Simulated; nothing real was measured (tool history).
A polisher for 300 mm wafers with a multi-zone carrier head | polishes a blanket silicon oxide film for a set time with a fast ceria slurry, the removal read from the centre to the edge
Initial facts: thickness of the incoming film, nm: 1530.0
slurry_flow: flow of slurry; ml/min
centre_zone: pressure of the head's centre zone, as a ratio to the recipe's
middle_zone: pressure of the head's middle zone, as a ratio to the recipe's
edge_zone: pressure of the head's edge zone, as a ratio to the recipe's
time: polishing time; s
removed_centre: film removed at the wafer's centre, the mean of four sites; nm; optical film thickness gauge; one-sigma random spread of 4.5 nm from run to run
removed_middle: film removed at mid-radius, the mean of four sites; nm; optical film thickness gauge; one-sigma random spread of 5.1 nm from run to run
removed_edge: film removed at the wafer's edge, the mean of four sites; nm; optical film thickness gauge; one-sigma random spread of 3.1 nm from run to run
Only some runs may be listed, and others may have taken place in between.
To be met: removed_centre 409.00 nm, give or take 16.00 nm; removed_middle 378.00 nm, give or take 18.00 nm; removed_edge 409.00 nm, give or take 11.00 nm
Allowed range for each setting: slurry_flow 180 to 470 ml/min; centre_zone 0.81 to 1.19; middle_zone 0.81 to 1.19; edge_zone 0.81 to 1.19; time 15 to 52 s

run	hour	slurry_flow	centre_zone	middle_zone	edge_zone	time	removed_centre	removed_middle	removed_edge
1	0.0	300	1.00	1.00	1.00	33	436.89	429.91	459.33
2	8.0	300	1.00	1.00	1.04	33	435.67	436.30	466.75
3	13.9	295	1.00	0.99	0.99	32	412.71	416.00	440.78
4	18.2	260	1.00	0.99	0.99	32	406.98	414.88	443.78
5	19.6	260	0.96	0.99	0.99	32	400.10	412.28	435.90
6	26.2	260	1.01	0.99	0.99	32	416.27	411.81	433.51
7	30.1	255	1.02	0.97	0.97	32	422.07	397.18	434.66
8	33.7	255	1.02	0.97	0.95	32	421.52	411.87	425.76
9	37.6	250	1.02	0.95	0.94	32	421.42	390.77	427.68
10	46.4	245	1.02	0.95	0.92	32	417.45	386.99	418.51
# hour 54.4: slurry nozzle cleaned
11	54.4	245	1.02	0.95	0.91	32	437.34	406.68	428.67

4 next moves are on the table. One of them brings every result within its allowed miss. Which?
A	62.4	200	0.93	0.91	0.91	32	?	?	?
B	62.4	245	1.11	0.86	0.84	32	?	?	?
C	62.4	235	1.02	0.92	0.91	30	?	?	?
D	62.4	245	0.87	1.02	0.96	33	?	?	?

move	removed_centre	removed_middle	removed_edge
A	377.63	389.81	426.30
B	467.36	383.59	425.94
C	399.93	378.21	407.35
D	377.46	456.70	457.42
A: its largest miss is bigger than the last run's
B: its largest miss is bigger than the last run's
C: all results land within tolerance of their targets
D: its largest miss is bigger than the last run's
Answer: C
